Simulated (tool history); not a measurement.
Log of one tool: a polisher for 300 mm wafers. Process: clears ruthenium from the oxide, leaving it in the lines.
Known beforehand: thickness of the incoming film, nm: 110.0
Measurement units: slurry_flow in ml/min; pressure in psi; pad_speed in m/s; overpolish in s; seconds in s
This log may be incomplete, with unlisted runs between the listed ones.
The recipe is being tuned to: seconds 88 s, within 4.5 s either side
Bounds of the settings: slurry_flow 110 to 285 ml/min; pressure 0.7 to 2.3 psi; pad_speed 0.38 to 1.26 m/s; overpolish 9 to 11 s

Run 1, day 0: slurry_flow 180 ml/min, pressure 1.5 psi, pad_speed 0.82 m/s, overpolish 11 s. Result: seconds 127.69 s.
Run 2, day 0.154: slurry_flow 180 ml/min, pressure 1.6 psi, pad_speed 0.82 m/s, overpolish 11 s. Result: seconds 119.18 s.
Run 3, day 0.212: slurry_flow 205 ml/min, pressure 1.6 psi, pad_speed 0.82 m/s, overpolish 11 s. Result: seconds 121.55 s.
Run 4, day 0.438: slurry_flow 205 ml/min, pressure 1.7 psi, pad_speed 0.82 m/s, overpolish 11 s. Result: seconds 111.11 s.
Run 5, day 0.675: slurry_flow 205 ml/min, pressure 1.9 psi, pad_speed 0.82 m/s, overpolish 11 s. Result: seconds 95.634 s.
Run 6, day 0.908: slurry_flow 205 ml/min, pressure 1.9 psi, pad_speed 0.76 m/s, overpolish 11 s. Result: seconds 106.04 s.
Run 7, day 1.258: slurry_flow 205 ml/min, pressure 2 psi, pad_speed 0.76 m/s, overpolish 11 s. Result: seconds 100.83 s.
Run 8, day 1.542: slurry_flow 205 ml/min, pressure 2 psi, pad_speed 0.76 m/s, overpolish 11 s. Result: seconds 99.293 s.
Run 9, day 1.879: slurry_flow 205 ml/min, pressure 2.1 psi, pad_speed 0.76 m/s, overpolish 11 s. Result: seconds 98.714 s.

Next run, 5 choices. One meets every target within its allowed miss, the rest don't. Which?
Run A, day 2.217: slurry_flow 225 ml/min, pressure 2.1 psi, pad_speed 0.72 m/s, overpolish 11 s. Result: seconds ?.
Run B, day 2.217: slurry_flow 180 ml/min, pressure 2.2 psi, pad_speed 0.66 m/s, overpolish 11 s. Result: seconds ?.
Run C, day 2.217: slurry_flow 190 ml/min, pressure 2 psi, pad_speed 0.9 m/s, overpolish 9 s. Result: seconds ?.
Run D, day 2.217: slurry_flow 190 ml/min, pressure 2.1 psi, pad_speed 0.62 m/s, overpolish 11 s. Result: seconds ?.
Run E, day 2.217: slurry_flow 190 ml/min, pressure 1.9 psi, pad_speed 0.74 m/s, overpolish 9 s. Result: seconds ?.

move  seconds
   A   99.161
   B   106.33
   C   85.734
   D    117.2
   E   108.98
A: no nearer and no further than the last run
B: misses by more than the last run did
C: hits every target within its allowed miss
D: misses by more than the last run did
E: misses by more than the last run did
The right move is C.

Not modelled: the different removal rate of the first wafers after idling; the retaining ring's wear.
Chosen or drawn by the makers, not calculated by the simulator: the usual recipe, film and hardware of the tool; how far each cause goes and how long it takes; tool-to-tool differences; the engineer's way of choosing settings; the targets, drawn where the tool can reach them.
